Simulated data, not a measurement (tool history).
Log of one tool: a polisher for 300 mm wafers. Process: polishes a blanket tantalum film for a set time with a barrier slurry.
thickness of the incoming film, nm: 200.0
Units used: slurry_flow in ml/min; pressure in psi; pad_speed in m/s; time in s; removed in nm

run	hour	slurry_flow	pressure	pad_speed	slurry_solids	time	removed
1	0	275	2.4	1.08	1	45	100.1
2	5	275	2.2	1.08	1	45	93.553
3	13	275	2.2	1.08	1	48	98.227
4	14.9	275	2.1	1.06	1	48	92.65
5	20.4	275	2	1.04	1	48	88.126
6	21.8	235	2	1.04	1	48	87.227
7	22.7	235	1.9	1.02	1	48	80.493

Expected results for the next run?
8	27.9	235	1.8	1.02	1	48	?

removed: 77.708 nm

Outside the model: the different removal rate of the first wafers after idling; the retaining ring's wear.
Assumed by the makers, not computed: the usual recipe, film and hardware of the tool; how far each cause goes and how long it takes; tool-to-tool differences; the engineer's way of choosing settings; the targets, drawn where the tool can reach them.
